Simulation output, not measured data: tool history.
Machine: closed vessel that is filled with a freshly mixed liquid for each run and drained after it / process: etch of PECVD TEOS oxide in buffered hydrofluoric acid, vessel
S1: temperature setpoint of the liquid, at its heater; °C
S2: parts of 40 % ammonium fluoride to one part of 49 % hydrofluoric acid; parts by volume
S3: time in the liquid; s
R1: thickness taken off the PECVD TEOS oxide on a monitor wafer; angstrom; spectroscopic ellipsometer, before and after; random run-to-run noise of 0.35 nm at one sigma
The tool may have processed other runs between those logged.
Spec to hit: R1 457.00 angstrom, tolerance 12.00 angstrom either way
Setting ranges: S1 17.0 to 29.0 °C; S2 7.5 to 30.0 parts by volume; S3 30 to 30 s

Run 1, hour 0.0: S1 21.0 °C, S2 22.0 parts by volume, S3 30 s. Result: R1 168.38 angstrom.
Run 2, hour 8.6: S1 22.5 °C, S2 19.5 parts by volume, S3 30 s. Result: R1 204.32 angstrom.
Run 3, hour 10.0: S1 23.5 °C, S2 17.5 parts by volume, S3 30 s. Result: R1 242.54 angstrom.
Run 4, hour 13.9: S1 24.5 °C, S2 16.5 parts by volume, S3 30 s. Result: R1 267.53 angstrom.
At hour 21.6: thermometer replaced.
Run 5, hour 21.6: S1 21.0 °C, S2 16.5 parts by volume, S3 30 s. Result: R1 246.03 angstrom.
Run 6, hour 25.1: S1 21.0 °C, S2 13.0 parts by volume, S3 30 s. Result: R1 309.77 angstrom.
Run 7, hour 34.3: S1 22.0 °C, S2 12.5 parts by volume, S3 30 s. Result: R1 337.33 angstrom.
Run 8, hour 43.1: S1 23.0 °C, S2 12.0 parts by volume, S3 30 s. Result: R1 368.49 angstrom.
Run 9, hour 46.6: S1 23.0 °C, S2 12.0 parts by volume, S3 30 s. Result: R1 371.22 angstrom.
Run 10, hour 52.7: S1 24.0 °C, S2 12.0 parts by volume, S3 30 s. Result: R1 390.12 angstrom.
Run 11, hour 57.5: S1 24.5 °C, S2 12.0 parts by volume, S3 30 s. Result: R1 400.97 angstrom.
Run 12, hour 63.0: S1 25.0 °C, S2 12.0 parts by volume, S3 30 s. Result: R1 411.22 angstrom.
Run 13, hour 71.4: S1 25.5 °C, S2 12.0 parts by volume, S3 30 s. Result: R1 430.02 angstrom.

Exercise: of the 4 proposed moves below, exactly one satisfies all targets within the stated allowed misses. Which move is it?
Run A, hour 79.8: S1 28.0 °C, S2 14.5 parts by volume, S3 30 s. Result: R1 ?.
Run B, hour 79.8: S1 27.5 °C, S2 11.5 parts by volume, S3 30 s. Result: R1 ?.
Run C, hour 79.8: S1 22.5 °C, S2 9.0 parts by volume, S3 30 s. Result: R1 ?.
Run D, hour 79.8: S1 20.0 °C, S2 7.5 parts by volume, S3 30 s. Result: R1 ?.

move      R1
   A  408.09
   B  498.48
   C  465.48
   D  493.74
A: moves away from the targets compared with the last run
B: pushes the last run's worst result past its target
C: each result inside its tolerance
D: pushes the last run's worst result past its target
Correct choice: C, which meets every target
